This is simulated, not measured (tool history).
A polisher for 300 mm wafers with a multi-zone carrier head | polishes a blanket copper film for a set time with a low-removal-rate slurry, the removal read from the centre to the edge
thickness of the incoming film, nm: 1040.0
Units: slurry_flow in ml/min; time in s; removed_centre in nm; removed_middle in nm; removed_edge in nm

run  hour  slurry_flow  centre_zone  middle_zone  edge_zone  slurry_solids  time  removed_centre  removed_middle  removed_edge
  1     0          230            1            1          1              1    42          131.43           128.7        129.03
  2   2.5          240            1         1.02       1.02              1    42          128.23          130.96        129.55
  3  11.4          200            1         1.02       1.02              1    42          128.25          128.24        129.37
  4  13.2          200            1         1.02       1.02              1    53          158.95          161.97        163.27
  5  20.8          200         0.99         1.02          1           0.95    53          157.66          161.11        158.49
  6    23          195         0.98         1.02       0.99           0.95    53          154.69          159.97        161.95
  7  25.8          200         0.98         1.02       0.99            0.9    53          156.28          161.38        157.06
  8    32          195         0.97         1.02       0.99           0.85    53          153.25           157.9        156.57
  9  39.9          195         0.96         1.02       0.98            0.8    53          150.32          156.05        154.37
 10  42.7          195         0.96         1.02       0.98            0.8    53          149.18          154.89        154.97

The next listed run, before its measurement:
 11  44.8          195         0.96         1.02       0.97            0.8    53               ?               ?             ?

Run 11 gave removed_centre 146.64 nm, removed_middle 156.17 nm, removed_edge 154.54 nm.
